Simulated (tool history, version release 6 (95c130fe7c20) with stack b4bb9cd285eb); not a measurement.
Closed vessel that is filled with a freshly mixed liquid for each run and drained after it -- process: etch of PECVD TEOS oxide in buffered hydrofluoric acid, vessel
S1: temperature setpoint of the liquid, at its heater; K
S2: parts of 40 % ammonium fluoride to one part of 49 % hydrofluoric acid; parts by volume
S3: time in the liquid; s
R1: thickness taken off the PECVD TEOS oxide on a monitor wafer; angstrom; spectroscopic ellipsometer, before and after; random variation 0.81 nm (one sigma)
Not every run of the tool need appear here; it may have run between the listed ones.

run,hour,S1,S2,S3,R1
1,0,296.15,14,105,1421.3
2,6.3,294.65,14,105,1299.1
3,12.6,294.65,14,105,1306
4,21.3,293.65,14,105,1224.7
5,28.9,293.15,14,105,1206.9
6,35,292.65,14,105,1158.5
7,40.7,292.15,14,105,1142.6

Run 8 is up next; what results do you expect?
8,49.9,291.65,14,105,?

{"run 8": {"R1": 1092.2}}

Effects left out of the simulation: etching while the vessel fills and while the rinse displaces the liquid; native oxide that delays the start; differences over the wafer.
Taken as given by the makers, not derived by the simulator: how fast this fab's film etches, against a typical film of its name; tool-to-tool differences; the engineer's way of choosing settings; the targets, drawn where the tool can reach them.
